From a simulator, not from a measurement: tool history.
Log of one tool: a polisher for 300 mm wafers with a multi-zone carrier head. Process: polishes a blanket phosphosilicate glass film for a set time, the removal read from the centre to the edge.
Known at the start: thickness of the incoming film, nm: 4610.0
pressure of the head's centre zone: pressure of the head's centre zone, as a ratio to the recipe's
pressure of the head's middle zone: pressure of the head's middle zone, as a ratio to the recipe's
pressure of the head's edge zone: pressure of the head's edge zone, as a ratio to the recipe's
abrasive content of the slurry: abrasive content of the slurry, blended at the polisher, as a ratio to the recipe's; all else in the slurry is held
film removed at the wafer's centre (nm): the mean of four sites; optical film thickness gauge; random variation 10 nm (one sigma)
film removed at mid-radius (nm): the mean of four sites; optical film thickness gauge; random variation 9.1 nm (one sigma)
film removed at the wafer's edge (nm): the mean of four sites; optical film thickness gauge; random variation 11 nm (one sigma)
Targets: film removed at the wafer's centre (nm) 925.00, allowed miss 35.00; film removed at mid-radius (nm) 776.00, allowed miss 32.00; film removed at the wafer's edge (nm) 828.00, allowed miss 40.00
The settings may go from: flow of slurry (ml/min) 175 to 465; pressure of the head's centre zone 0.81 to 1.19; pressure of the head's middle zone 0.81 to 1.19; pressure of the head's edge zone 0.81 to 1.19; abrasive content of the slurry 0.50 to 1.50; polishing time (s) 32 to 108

run  hour  flow of slurry (ml/min)  pressure of the head's centre zone  pressure of the head's middle zone  pressure of the head's edge zone  abrasive content of the slurry  polishing time (s)  film removed at the wafer's centre (nm)  film removed at mid-radius (nm)  film removed at the wafer's edge (nm)
  1   0.0                      295                                1.00                                1.00                              1.00                            1.00                  70                                   688.65                           672.15                                 657.19
  2   6.8                      295                                1.00                                1.08                              1.00                            1.00                  70                                   680.82                           714.42                                 651.25
  3  10.3                      295                                0.92                                1.08                              1.00                            1.00                  70                                   625.95                           713.29                                 663.19
  4  11.0                      325                                0.92                                1.08                              1.00                            1.00                  70                                   638.45                           717.18                                 655.98
  5  12.7                      270                                0.92                                1.08                              1.00                            1.00                  70                                   635.01                           715.88                                 637.74
  6  20.5                      275                                0.96                                1.06                              1.01                            1.05                  70                                   659.41                           722.39                                 678.71
  7  24.5                      285                                1.00                                1.04                              1.01                            1.10                  71                                   730.70                           735.03                                 711.19
  8  31.1                      290                                1.03                                1.04                              1.02                            1.15                  71                                   751.48                           751.72                                 706.66
  9  33.3                      290                                1.05                                1.01                              1.03                            1.20                  71                                   813.44                           762.04                                 747.26
 10  39.6                      290                                1.06                                1.00                              1.05                            1.20                  71                                   803.86                           729.42                                 760.07
 11  45.0                      315                                1.16                                1.03                              1.08                            1.35                  71                                   945.02                           813.72                                 816.80

Which of these 4 next moves meets every target?
  A  50.4                      300                                1.19                                1.10                              1.14                            1.45                  69                                        ?                                ?                                      ?
  B  50.4                      315                                1.15                                1.11                              1.01                            1.20                  74                                        ?                                ?                                      ?
  C  50.4                      240                                1.14                                0.98                              1.11                            1.50                  70                                        ?                                ?                                      ?
  D  50.4                      260                                1.15                                1.08                              1.15                            1.40                  73                                        ?                                ?                                      ?

move  film removed at the wafer's centre (nm)  film removed at mid-radius (nm)  film removed at the wafer's edge (nm)
   A                                   953.36                           859.92                                 815.03
   B                                   911.70                           857.56                                 766.12
   C                                   910.69                           780.77                                 813.40
   D                                   942.78                           868.30                                 842.42
A: further off than the last run
B: further off than the last run
C: meets every target
D: further off than the last run
Move C is the one to make.
